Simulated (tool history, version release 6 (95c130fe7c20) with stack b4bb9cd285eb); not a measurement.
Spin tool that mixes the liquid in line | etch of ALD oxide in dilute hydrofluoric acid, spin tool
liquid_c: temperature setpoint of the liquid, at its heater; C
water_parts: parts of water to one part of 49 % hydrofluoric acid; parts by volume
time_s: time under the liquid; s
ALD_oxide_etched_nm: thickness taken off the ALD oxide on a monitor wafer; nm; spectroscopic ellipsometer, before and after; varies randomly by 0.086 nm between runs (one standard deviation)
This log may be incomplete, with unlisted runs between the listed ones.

run,hour,liquid_c,water_parts,time_s,ALD_oxide_etched_nm
1,0.0,23.0,185,210,13.787
2,3.2,21.5,190,210,12.616
3,11.0,20.5,195,210,12.063
4,11.7,20.5,195,210,11.839
5,17.0,20.5,195,230,13.110
6,24.2,20.5,165,230,15.987
7,31.9,19.5,180,230,14.069

What will run 8 give?
# hour 33.6: thermometer replaced
8,33.6,19.0,190,230,?

Run 8 measured ALD_oxide_etched_nm 12.191 nm.
